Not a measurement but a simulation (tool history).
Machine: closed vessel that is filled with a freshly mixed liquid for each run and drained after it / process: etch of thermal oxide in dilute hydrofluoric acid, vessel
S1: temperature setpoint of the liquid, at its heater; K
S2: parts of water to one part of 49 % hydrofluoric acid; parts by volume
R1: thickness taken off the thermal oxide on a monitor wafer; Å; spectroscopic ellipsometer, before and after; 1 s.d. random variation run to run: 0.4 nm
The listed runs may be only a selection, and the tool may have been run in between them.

{"run": 1, "hour": 0.0, "S1": 294.15, "S2": 115, "time in the liquid (s)": 825, "R1": 325.24}
{"run": 2, "hour": 6.9, "S1": 294.15, "S2": 100, "time in the liquid (s)": 825, "R1": 378.05}
{"run": 3, "hour": 15.8, "S1": 294.15, "S2": 120, "time in the liquid (s)": 825, "R1": 306.85}
{"run": 4, "hour": 18.8, "S1": 294.15, "S2": 120, "time in the liquid (s)": 825, "R1": 304.66}
{"run": 5, "hour": 27.2, "S1": 296.65, "S2": 115, "time in the liquid (s)": 825, "R1": 356.15}
{"run": 6, "hour": 30.9, "S1": 296.65, "S2": 115, "time in the liquid (s)": 825, "R1": 355.0}
{"run": 7, "hour": 37.0, "S1": 298.15, "S2": 110, "time in the liquid (s)": 825, "R1": 396.37}
{"run": 8, "hour": 41.6, "S1": 299.15, "S2": 105, "time in the liquid (s)": 825, "R1": 435.61}
{"run": 9, "hour": 44.1, "S1": 300.15, "S2": 105, "time in the liquid (s)": 825, "R1": 446.07}
{"run": 10, "hour": 50.9, "S1": 300.65, "S2": 105, "time in the liquid (s)": 825, "R1": 458.97}

Expected results for the next run?
{"run": 11, "hour": 51.8, "S1": 301.15, "S2": 105, "time in the liquid (s)": 825, "R1": "?"}

{"run 11": {"R1": 469.37}}

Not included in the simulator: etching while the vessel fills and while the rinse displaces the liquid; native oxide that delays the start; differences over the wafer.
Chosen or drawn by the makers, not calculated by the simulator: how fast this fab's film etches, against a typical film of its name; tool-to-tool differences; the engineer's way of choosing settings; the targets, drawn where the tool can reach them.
